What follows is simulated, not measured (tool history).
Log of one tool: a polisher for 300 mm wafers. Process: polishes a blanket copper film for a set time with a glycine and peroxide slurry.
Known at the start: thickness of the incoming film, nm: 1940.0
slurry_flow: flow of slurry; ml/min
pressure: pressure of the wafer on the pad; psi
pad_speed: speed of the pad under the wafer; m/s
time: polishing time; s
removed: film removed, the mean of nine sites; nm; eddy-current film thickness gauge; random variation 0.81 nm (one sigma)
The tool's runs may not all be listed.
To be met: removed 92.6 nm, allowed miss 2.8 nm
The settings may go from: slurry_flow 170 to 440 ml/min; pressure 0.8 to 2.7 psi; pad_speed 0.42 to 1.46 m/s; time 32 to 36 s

run    day  slurry_flow  pressure  pad_speed  time  removed
  1      0          280       1.7       0.94    36    124.9
  2  0.175          315       1.7       0.94    36   127.58
  3  0.404          315       1.7        0.7    36   104.48
  4    0.5          315       1.7       0.82    36    115.9
  5  0.808          305       1.6       0.82    36   110.69
  6  0.958          305       1.6       0.82    36   110.51
  7  1.217          300       1.5       0.82    36   105.53
  8  1.517          295       1.4       0.82    36   100.86
  9  1.646          290       1.3       0.82    36   96.423
 10  1.817          285       1.3       0.82    36    95.68
 11  1.929          280       1.3       0.82    36   95.488
 12  1.958          275       1.3       0.82    36   95.795
 13  2.033          270       1.3       0.82    36   96.155

Which of these 4 next moves meets every target?
  A  2.108          235       1.3       0.84    32        ?
  B  2.108          310       1.1          1    36        ?
  C  2.108          260       1.2       0.84    36        ?
  D  2.108          240       1.5       0.82    34        ?

move  removed
   A   84.291
   B   96.814
   C    90.85
   D   97.177
A: takes the result that was furthest off past its target
B: further off than the last run
C: meets every target
D: further off than the last run
The right move is C.
